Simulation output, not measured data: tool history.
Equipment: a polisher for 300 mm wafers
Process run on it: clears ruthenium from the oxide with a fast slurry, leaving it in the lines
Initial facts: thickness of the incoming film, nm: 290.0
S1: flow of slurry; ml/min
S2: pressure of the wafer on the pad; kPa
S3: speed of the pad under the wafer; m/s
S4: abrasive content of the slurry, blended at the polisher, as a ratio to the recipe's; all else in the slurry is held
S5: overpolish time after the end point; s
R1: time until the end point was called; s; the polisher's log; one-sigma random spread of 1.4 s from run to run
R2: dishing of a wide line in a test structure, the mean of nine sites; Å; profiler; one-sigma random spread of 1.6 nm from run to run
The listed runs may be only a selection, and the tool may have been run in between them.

run 1 hour=0 | S1=125 S2=20 S3=1.14 S4=1 S5=22 | R1=53.84 R2=712.41
run 2 hour=2.5 | S1=100 S2=20 S3=1.14 S4=1 S5=22 | R1=56.021 R2=711.34
run 3 hour=11 | S1=100 S2=17.2 S3=1.12 S4=1 S5=25 | R1=64.395 R2=662.1
run 4 hour=12.9 | S1=100 S2=15.2 S3=1.1 S4=1 S5=29 | R1=75.021 R2=678.9
run 5 hour=18.6 | S1=100 S2=13.8 S3=1.1 S4=1 S5=31 | R1=80.948 R2=674.1
run 6 hour=25 | S1=100 S2=13.8 S3=1.2 S4=1 S5=31 | R1=74.175 R2=732.96
run 7 hour=32.5 | S1=100 S2=12.4 S3=1.2 S4=1 S5=32 | R1=80.376 R2=689.29

What will run 8 give?
run 8 hour=40.5 | S1=100 S2=11.7 S3=1.2 S4=1 S5=33 | R1=? R2=?

R1: 84.97 s
R2: 645.46 Å
